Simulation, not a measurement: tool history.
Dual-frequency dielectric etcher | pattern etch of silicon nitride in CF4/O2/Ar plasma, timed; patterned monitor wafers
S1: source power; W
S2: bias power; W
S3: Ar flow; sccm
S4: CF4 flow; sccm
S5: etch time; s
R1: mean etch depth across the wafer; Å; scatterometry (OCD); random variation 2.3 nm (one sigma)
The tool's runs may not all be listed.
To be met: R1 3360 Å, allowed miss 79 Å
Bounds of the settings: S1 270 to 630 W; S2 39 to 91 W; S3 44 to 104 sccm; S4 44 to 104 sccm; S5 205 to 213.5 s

run 1 hour=0 | S1=450 S2=65 S3=74 S4=74 S5=205 | R1=4084.9
run 2 hour=4.9 | S1=440 S2=65 S3=74 S4=74 S5=205 | R1=4037.2
run 3 hour=13.4 | S1=510 S2=65 S3=74 S4=74 S5=205 | R1=4457.9
run 4 hour=21 | S1=540 S2=65 S3=74 S4=74 S5=205 | R1=4699.7
run 5 hour=27.7 | S1=620 S2=65 S3=74 S4=74 S5=205 | R1=5121.1
run 6 hour=36 | S1=620 S2=65 S3=69 S4=74 S5=205 | R1=5244.8
run 7 hour=39 | S1=590 S2=64 S3=69 S4=74 S5=205 | R1=5054
run 8 hour=40.8 | S1=500 S2=56 S3=71 S4=73 S5=205 | R1=4174.2
run 9 hour=42.5 | S1=490 S2=56 S3=71 S4=73 S5=205 | R1=4127.8
run 10 hour=43.4 | S1=490 S2=56 S3=71 S4=73 S5=205 | R1=4118.5
run 11 hour=49.7 | S1=400 S2=54 S3=71 S4=73 S5=205 | R1=3500.3
run 12 hour=50.3 | S1=390 S2=54 S3=71 S4=73 S5=205 | R1=3470.3

4 next moves are on the table. One of them brings every result within its allowed miss. Which?
run A hour=50.9 | S1=380 S2=47 S3=70 S4=77 S5=209.5 | R1=?
run B hour=50.9 | S1=390 S2=48 S3=59 S4=68 S5=213.5 | R1=?
run C hour=50.9 | S1=400 S2=60 S3=82 S4=66 S5=208 | R1=?
run D hour=50.9 | S1=390 S2=54 S3=58 S4=61 S5=213.5 | R1=?

move=A R1=3350.8
move=B R1=3499.6
move=C R1=3614.2
move=D R1=3592.7
A: meets every target
B: further off than the last run
C: further off than the last run
D: further off than the last run
Answer: A
